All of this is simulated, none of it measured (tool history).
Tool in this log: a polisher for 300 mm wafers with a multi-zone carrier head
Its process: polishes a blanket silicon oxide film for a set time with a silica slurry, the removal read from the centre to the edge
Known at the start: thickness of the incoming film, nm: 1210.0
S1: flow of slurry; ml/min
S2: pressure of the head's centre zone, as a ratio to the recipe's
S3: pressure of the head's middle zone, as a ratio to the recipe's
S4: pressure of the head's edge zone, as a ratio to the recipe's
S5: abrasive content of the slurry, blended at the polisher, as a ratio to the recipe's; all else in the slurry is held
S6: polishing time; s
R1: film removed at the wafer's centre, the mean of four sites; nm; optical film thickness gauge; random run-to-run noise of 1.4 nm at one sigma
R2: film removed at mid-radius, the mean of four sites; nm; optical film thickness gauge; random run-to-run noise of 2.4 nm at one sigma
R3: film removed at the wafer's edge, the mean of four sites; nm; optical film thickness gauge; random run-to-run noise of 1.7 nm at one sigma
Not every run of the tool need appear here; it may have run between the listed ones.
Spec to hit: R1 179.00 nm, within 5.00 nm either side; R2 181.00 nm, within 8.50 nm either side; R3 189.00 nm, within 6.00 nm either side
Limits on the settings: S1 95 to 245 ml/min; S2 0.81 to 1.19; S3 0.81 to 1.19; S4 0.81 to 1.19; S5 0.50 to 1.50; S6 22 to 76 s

| run | hour | S1 | S2 | S3 | S4 | S5 | S6 | R1 | R2 | R3 |
|---|---|---|---|---|---|---|---|---|---|---|
| 1 | 0.0 | 155 | 1.00 | 1.00 | 1.00 | 1.00 | 49 | 269.98 | 273.35 | 267.63 |
| 2 | 8.2 | 150 | 0.98 | 0.97 | 0.97 | 0.85 | 49 | 246.90 | 246.16 | 247.13 |
| 3 | 8.8 | 145 | 0.96 | 0.95 | 0.95 | 0.75 | 48 | 226.33 | 229.47 | 224.90 |
| 4 | 13.3 | 175 | 0.96 | 0.95 | 0.95 | 0.75 | 48 | 231.05 | 234.62 | 229.54 |
| 5 | 16.2 | 165 | 0.93 | 0.92 | 0.93 | 0.70 | 48 | 216.27 | 219.09 | 222.27 |
| 6 | 18.9 | 160 | 0.92 | 0.90 | 0.91 | 0.65 | 48 | 212.47 | 210.10 | 210.05 |
| 7 | 21.9 | 155 | 0.89 | 0.88 | 0.90 | 0.60 | 48 | 194.68 | 199.24 | 201.32 |
| 8 | 27.4 | 145 | 0.88 | 0.87 | 0.90 | 0.60 | 48 | 187.61 | 190.93 | 199.23 |
| 9 | 31.3 | 140 | 0.88 | 0.87 | 0.89 | 0.60 | 48 | 185.90 | 191.37 | 198.00 |
| 10 | 39.9 | 115 | 0.89 | 0.84 | 0.85 | 0.55 | 48 | 175.60 | 172.30 | 180.92 |

Consider the 5 candidate settings below. Which is the only one whose results all fall within their allowed miss of target?
| A | 48.5 | 150 | 0.96 | 0.81 | 0.85 | 0.60 | 43 | ? | ? | ? |
| B | 48.5 | 105 | 0.91 | 0.88 | 0.90 | 0.70 | 45 | ? | ? | ? |
| C | 48.5 | 110 | 0.91 | 0.81 | 0.90 | 0.65 | 44 | ? | ? | ? |
| D | 48.5 | 95 | 0.93 | 0.81 | 0.89 | 0.55 | 50 | ? | ? | ? |
| E | 48.5 | 120 | 0.92 | 0.81 | 0.90 | 0.55 | 47 | ? | ? | ? |

| move | R1 | R2 | R3 |
|---|---|---|---|
| A | 186.63 | 166.29 | 175.58 |
| B | 180.53 | 183.08 | 190.20 |
| C | 173.36 | 164.56 | 181.90 |
| D | 179.16 | 167.34 | 186.38 |
| E | 178.53 | 167.11 | 183.53 |
A: its largest miss is bigger than the last run's
B: in spec on every target
C: its largest miss is bigger than the last run's
D: puts the biggest miss on target and leaves a different result outside tolerance
E: puts the biggest miss on target and leaves a different result outside tolerance
The right move is B.
